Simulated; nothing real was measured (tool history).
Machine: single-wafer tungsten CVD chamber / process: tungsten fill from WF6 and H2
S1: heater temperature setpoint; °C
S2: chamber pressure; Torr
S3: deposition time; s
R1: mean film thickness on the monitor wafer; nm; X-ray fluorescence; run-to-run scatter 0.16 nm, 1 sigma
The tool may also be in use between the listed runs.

Run 1, hour 0.0: S1 380 °C, S2 47.7 Torr, S3 15.3 s. Result: R1 41.650 nm.
Run 2, hour 1.9: S1 380 °C, S2 47.7 Torr, S3 15.3 s. Result: R1 41.341 nm.
Run 3, hour 6.4: S1 374 °C, S2 47.5 Torr, S3 15.3 s. Result: R1 36.332 nm.
Run 4, hour 11.5: S1 370 °C, S2 47.4 Torr, S3 15.3 s. Result: R1 32.737 nm.
Run 5, hour 12.9: S1 368 °C, S2 47.3 Torr, S3 15.3 s. Result: R1 31.070 nm.
Run 6, hour 14.6: S1 367 °C, S2 47.2 Torr, S3 15.3 s. Result: R1 30.602 nm.
Run 7, hour 20.5: S1 366 °C, S2 47.1 Torr, S3 15.3 s. Result: R1 29.717 nm.
Run 8, hour 27.9: S1 365 °C, S2 47.1 Torr, S3 15.3 s. Result: R1 28.653 nm.

Run 9 comes next. What will it give?
Run 9, hour 30.5: S1 364 °C, S2 47.1 Torr, S3 15.3 s. Result: R1 ?.

R1: 28.260 nm
